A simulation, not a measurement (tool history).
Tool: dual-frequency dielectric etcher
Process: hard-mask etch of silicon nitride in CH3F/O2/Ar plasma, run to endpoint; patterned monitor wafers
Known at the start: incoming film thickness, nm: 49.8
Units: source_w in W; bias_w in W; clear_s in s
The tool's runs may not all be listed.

| run | day | source_w | bias_w | clear_s |
|---|---|---|---|---|
| 1 | 0 | 480 | 57 | 60.758 |
| 2 | 0.171 | 460 | 56 | 63.888 |
| 3 | 0.454 | 380 | 56 | 68.712 |
| 4 | 0.671 | 460 | 56 | 63.581 |
| 5 | 0.7 | 460 | 49 | 66.94 |
| 6 | 1 | 450 | 49 | 67.497 |
| 7 | 1.2 | 440 | 49 | 67.394 |

Forecast run 8:
| 8 | 1.458 | 430 | 49 | ? |

clear_s: 67.926 s
